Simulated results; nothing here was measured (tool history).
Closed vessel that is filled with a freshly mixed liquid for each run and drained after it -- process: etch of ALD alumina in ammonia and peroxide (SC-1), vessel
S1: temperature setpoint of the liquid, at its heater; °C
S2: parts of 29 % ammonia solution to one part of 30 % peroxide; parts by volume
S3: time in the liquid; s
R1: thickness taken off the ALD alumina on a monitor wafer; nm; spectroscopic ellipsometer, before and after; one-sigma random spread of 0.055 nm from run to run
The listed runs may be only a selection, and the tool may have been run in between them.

Run 1, day 0.000: S1 58 °C, S2 0.60 parts by volume, S3 30 s. Result: R1 4.2408 nm.
Run 2, day 0.308: S1 58 °C, S2 0.60 parts by volume, S3 30 s. Result: R1 4.2759 nm.
Run 3, day 0.588: S1 59 °C, S2 0.60 parts by volume, S3 30 s. Result: R1 4.4719 nm.
Run 4, day 0.817: S1 59 °C, S2 0.70 parts by volume, S3 30 s. Result: R1 4.5213 nm.
Run 5, day 0.908: S1 60 °C, S2 0.70 parts by volume, S3 30 s. Result: R1 4.7550 nm.
Run 6, day 1.162: S1 60 °C, S2 0.55 parts by volume, S3 30 s. Result: R1 4.6339 nm.

Run 7, settings as shown, results not yet in. Your forecast:
At day 1.438: new drum of ammonia solution connected.
Run 7, day 1.438: S1 61 °C, S2 0.55 parts by volume, S3 30 s. Result: R1 ?.

For run 7 the tool returned R1 4.9816 nm.
